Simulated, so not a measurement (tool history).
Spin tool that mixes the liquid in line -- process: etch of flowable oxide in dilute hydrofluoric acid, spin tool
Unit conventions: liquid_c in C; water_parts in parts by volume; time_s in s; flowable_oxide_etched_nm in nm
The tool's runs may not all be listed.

run 1 hour=0.0 | liquid_c=20.0 water_parts=105 time_s=285 | flowable_oxide_etched_nm=80.906
run 2 hour=6.5 | liquid_c=22.0 water_parts=100 time_s=285 | flowable_oxide_etched_nm=93.408
run 3 hour=8.6 | liquid_c=22.0 water_parts=135 time_s=285 | flowable_oxide_etched_nm=66.209
run 4 hour=15.2 | liquid_c=23.5 water_parts=125 time_s=285 | flowable_oxide_etched_nm=76.383
run 5 hour=22.9 | liquid_c=23.5 water_parts=155 time_s=285 | flowable_oxide_etched_nm=59.985
run 6 hour=25.1 | liquid_c=23.5 water_parts=155 time_s=305 | flowable_oxide_etched_nm=64.572
run 7 hour=32.2 | liquid_c=25.0 water_parts=140 time_s=305 | flowable_oxide_etched_nm=76.724
run 8 hour=41.0 | liquid_c=26.0 water_parts=125 time_s=305 | flowable_oxide_etched_nm=89.550

The next listed run, before its measurement:
run 9 hour=48.0 | liquid_c=26.5 water_parts=115 time_s=305 | flowable_oxide_etched_nm=?

{"run 9": {"flowable_oxide_etched_nm": 101.17}}
